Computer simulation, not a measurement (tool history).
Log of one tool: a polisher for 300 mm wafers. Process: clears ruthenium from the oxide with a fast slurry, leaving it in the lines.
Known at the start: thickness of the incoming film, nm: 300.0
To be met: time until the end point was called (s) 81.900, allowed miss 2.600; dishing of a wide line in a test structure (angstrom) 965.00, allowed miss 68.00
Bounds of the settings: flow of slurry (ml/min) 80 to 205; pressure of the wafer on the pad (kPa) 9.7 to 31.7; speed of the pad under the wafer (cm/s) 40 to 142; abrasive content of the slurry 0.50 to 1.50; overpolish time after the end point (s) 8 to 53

run  hour  flow of slurry (ml/min)  pressure of the wafer on the pad (kPa)  speed of the pad under the wafer (cm/s)  abrasive content of the slurry  overpolish time after the end point (s)  time until the end point was called (s)  dishing of a wide line in a test structure (angstrom)
  1   0.0                      135                                    20.7                                       90                            1.00                                       27                                   69.154                                                 824.62
  2   5.6                      130                                    20.0                                       90                            1.00                                       28                                   73.358                                                 798.02
  3   6.1                      125                                    20.0                                       90                            1.00                                       29                                   75.265                                                 830.50
  4  14.2                      120                                    20.0                                       90                            1.00                                       30                                   74.407                                                 833.33
  5  19.1                      120                                    20.0                                       90                            1.20                                       30                                   69.838                                                 884.43
  6  24.8                      115                                    20.0                                       90                            1.20                                       31                                   71.048                                                 880.65
  7  31.0                      110                                    20.0                                       90                            1.20                                       32                                   72.572                                                 913.42
  8  33.8                      105                                    20.0                                       90                            1.20                                       33                                   71.513                                                 932.96
  9  39.3                      105                                    20.0                                       90                            1.20                                       33                                   71.591                                                 941.30
 10  41.2                      105                                    20.0                                       90                            1.20                                       34                                   70.641                                                 961.13
 11  48.3                      105                                    19.3                                       90                            1.20                                       35                                   75.049                                                 926.63
 12  52.9                      105                                    19.3                                       90                            1.20                                       36                                   75.335                                                 936.12
 13  61.0                      105                                    19.3                                       90                            1.20                                       37                                   74.922                                                 995.44
 14  64.4                      100                                    18.6                                       90                            1.20                                       38                                   78.927                                                 969.56

Which of these 5 next moves meets every target?
  A  67.8                      100                                    18.6                                       94                            1.20                                       36                                        ?                                                      ?
  B  67.8                      105                                    15.9                                      106                            1.20                                       32                                        ?                                                      ?
  C  67.8                       85                                    19.3                                       94                            1.20                                       38                                        ?                                                      ?
  D  67.8                       95                                    17.2                                       96                            1.20                                       39                                        ?                                                      ?
  E  67.8                      110                                    18.6                                       96                            1.25                                       37                                        ?                                                      ?

move  time until the end point was called (s)  dishing of a wide line in a test structure (angstrom)
   A                                   75.411                                                 963.15
   B                                   78.983                                                 848.52
   C                                   76.628                                                 991.06
   D                                   81.126                                                 968.24
   E                                   71.198                                                1026.10
A: further off than the last run
B: further off than the last run
C: further off than the last run
D: meets every target
E: further off than the last run
The right move is D.
